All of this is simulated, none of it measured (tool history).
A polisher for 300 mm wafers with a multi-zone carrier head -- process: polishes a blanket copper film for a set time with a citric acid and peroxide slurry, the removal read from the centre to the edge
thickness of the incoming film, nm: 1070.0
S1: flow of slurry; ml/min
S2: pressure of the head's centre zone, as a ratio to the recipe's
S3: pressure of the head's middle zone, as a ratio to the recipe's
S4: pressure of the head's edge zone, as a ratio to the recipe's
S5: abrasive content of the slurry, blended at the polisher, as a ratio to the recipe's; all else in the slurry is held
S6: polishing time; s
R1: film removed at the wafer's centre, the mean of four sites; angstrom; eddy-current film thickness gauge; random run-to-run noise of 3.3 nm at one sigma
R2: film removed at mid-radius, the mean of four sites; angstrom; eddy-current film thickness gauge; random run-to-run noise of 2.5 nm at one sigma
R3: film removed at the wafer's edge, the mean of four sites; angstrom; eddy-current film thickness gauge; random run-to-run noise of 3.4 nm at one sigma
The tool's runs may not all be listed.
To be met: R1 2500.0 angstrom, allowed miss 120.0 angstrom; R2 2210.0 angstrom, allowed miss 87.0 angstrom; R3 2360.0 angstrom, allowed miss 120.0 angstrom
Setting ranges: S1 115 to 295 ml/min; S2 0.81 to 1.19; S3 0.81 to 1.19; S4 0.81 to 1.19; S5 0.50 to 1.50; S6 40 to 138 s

run,hour,S1,S2,S3,S4,S5,S6,R1,R2,R3
1,0.0,190,1.00,1.00,1.00,1.00,88,1733.0,1843.4,1752.8
2,3.9,205,1.00,1.00,1.00,1.00,88,1719.8,1865.0,1770.0
3,11.1,205,1.02,0.99,1.01,1.05,90,1814.9,1877.9,1836.4
4,19.2,205,1.04,0.99,1.02,1.10,92,1890.5,1914.0,1889.0
5,28.0,225,1.04,0.99,1.02,1.10,92,1934.8,1983.0,1932.7
6,29.4,230,1.06,0.99,1.03,1.15,93,2085.7,2024.6,2022.2
7,36.4,235,1.07,0.99,1.04,1.20,93,2136.4,2066.9,2036.1
8,38.9,240,1.08,0.99,1.06,1.25,93,2159.8,2053.2,2095.9
9,44.2,245,1.09,0.99,1.07,1.30,93,2198.2,2113.0,2141.9
10,51.9,250,1.10,0.99,1.08,1.30,93,2216.4,2067.0,2155.2
11,56.5,255,1.11,0.99,1.08,1.30,93,2215.2,2111.6,2130.2

4 candidate next runs follow, results not yet known. Just one meets every target within its allowed miss. Identify it.
A,61.1,265,1.08,0.89,0.99,1.20,108,?,?,?
B,61.1,280,0.88,0.95,1.19,1.50,107,?,?,?
C,61.1,235,0.91,0.97,1.19,1.45,106,?,?,?
D,61.1,275,1.04,1.10,1.13,1.35,98,?,?,?

move,R1,R2,R3
A,2548.4,2249.9,2324.7
B,2178.5,2486.4,2671.4
C,2168.8,2436.8,2587.3
D,2301.1,2489.1,2316.1
A: meets every target
B: moves away from the targets compared with the last run
C: moves away from the targets compared with the last run
D: moves away from the targets compared with the last run
A is the move that brings every result within its allowed miss.
